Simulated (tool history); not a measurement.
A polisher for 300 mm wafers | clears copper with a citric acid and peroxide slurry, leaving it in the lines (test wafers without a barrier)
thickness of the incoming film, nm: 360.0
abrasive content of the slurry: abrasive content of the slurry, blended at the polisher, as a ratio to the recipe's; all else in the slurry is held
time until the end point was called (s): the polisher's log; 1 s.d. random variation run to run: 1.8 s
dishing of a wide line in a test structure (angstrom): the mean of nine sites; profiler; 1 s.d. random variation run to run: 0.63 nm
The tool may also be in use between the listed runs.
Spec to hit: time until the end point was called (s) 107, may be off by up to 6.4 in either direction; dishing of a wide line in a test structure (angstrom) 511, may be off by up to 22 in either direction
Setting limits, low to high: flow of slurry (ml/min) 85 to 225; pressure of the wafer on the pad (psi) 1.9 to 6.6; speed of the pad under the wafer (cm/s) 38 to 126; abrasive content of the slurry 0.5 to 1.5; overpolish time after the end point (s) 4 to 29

run,hour,flow of slurry (ml/min),pressure of the wafer on the pad (psi),speed of the pad under the wafer (cm/s),abrasive content of the slurry,overpolish time after the end point (s),time until the end point was called (s),dishing of a wide line in a test structure (angstrom)
1,0,145,4.2,82,1,15,143.38,289.27
2,6.4,140,4.6,82,1,16,134.86,328.15
3,9.5,140,4.9,82,1,17,121.54,367.27
4,10.5,135,5,82,1,18,122.11,400.4
5,18.7,135,5.1,82,1,19,119.11,420.47
6,26.5,140,5.2,82,1,20,120.39,435.18
7,28.4,140,5.3,82,1,20,111.57,459.84
8,34.5,140,5.3,82,1,20,116.07,461.98
9,38.8,140,5.4,82,1,20,114.33,465.9
10,39.7,140,5.5,82,1,20,107.28,456.37
11,48.4,135,5.5,82,1,20,110.2,470.21

Exercise: of the 5 proposed moves below, exactly one satisfies all targets within the stated allowed misses. Which move is it?
A,57.1,135,5.1,94,0.9,19,?,?
B,57.1,155,5.7,94,1.05,16,?,?
C,57.1,130,5.2,88,1.1,22,?,?
D,57.1,125,5.5,108,0.95,18,?,?
E,57.1,160,6.2,88,0.85,17,?,?

move,time until the end point was called (s),dishing of a wide line in a test structure (angstrom)
A,104.95,468.65
B,88.528,469.71
C,106.34,525.3
D,86.18,530.43
E,89.773,490.25
A: about the same distance from the targets as the last run
B: its largest miss is bigger than the last run's
C: every result lands within tolerance
D: the furthest-off result lands on target, but another misses its tolerance
E: the furthest-off result lands on target, but another misses its tolerance
The move that meets every target is C.
